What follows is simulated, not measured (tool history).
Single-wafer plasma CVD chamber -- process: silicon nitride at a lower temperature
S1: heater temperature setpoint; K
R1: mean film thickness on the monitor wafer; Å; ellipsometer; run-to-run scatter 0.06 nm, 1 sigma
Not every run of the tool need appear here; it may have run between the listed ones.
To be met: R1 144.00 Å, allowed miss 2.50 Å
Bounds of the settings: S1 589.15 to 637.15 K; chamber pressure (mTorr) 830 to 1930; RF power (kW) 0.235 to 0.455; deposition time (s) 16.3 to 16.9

Run 1, day 0.000: S1 613.15 K, chamber pressure (mTorr) 1380, RF power (kW) 0.345, deposition time (s) 16.3. Result: R1 200.41 Å.
Run 2, day 0.217: S1 615.15 K, chamber pressure (mTorr) 1300, RF power (kW) 0.330, deposition time (s) 16.3. Result: R1 189.83 Å.
Run 3, day 0.325: S1 615.15 K, chamber pressure (mTorr) 1230, RF power (kW) 0.320, deposition time (s) 16.3. Result: R1 182.52 Å.
Run 4, day 0.683: S1 615.15 K, chamber pressure (mTorr) 1120, RF power (kW) 0.320, deposition time (s) 16.3. Result: R1 174.05 Å.
Run 5, day 0.908: S1 615.15 K, chamber pressure (mTorr) 1120, RF power (kW) 0.320, deposition time (s) 16.9. Result: R1 181.41 Å.
Run 6, day 1.104: S1 615.15 K, chamber pressure (mTorr) 1080, RF power (kW) 0.310, deposition time (s) 16.9. Result: R1 174.30 Å.
Run 7, day 1.179: S1 615.15 K, chamber pressure (mTorr) 1050, RF power (kW) 0.305, deposition time (s) 16.9. Result: R1 169.17 Å.
Run 8, day 1.504: S1 615.15 K, chamber pressure (mTorr) 1020, RF power (kW) 0.300, deposition time (s) 16.9. Result: R1 165.05 Å.

Exercise: of the 4 proposed moves below, exactly one satisfies all targets within the stated allowed misses. Which move is it?
Run A, day 1.829: S1 619.15 K, chamber pressure (mTorr) 830, RF power (kW) 0.330, deposition time (s) 16.6. Result: R1 ?.
Run B, day 1.829: S1 619.15 K, chamber pressure (mTorr) 950, RF power (kW) 0.300, deposition time (s) 16.5. Result: R1 ?.
Run C, day 1.829: S1 610.15 K, chamber pressure (mTorr) 880, RF power (kW) 0.310, deposition time (s) 16.9. Result: R1 ?.
Run D, day 1.829: S1 617.15 K, chamber pressure (mTorr) 940, RF power (kW) 0.295, deposition time (s) 16.3. Result: R1 ?.

move      R1
   A  145.50
   B  154.92
   C  152.29
   D  150.70
A: hits every target within its allowed miss
B: better than the last run, though not everything is in spec
C: better than the last run, though not everything is in spec
D: better than the last run, though not everything is in spec
A is the move that brings every result within its allowed miss.
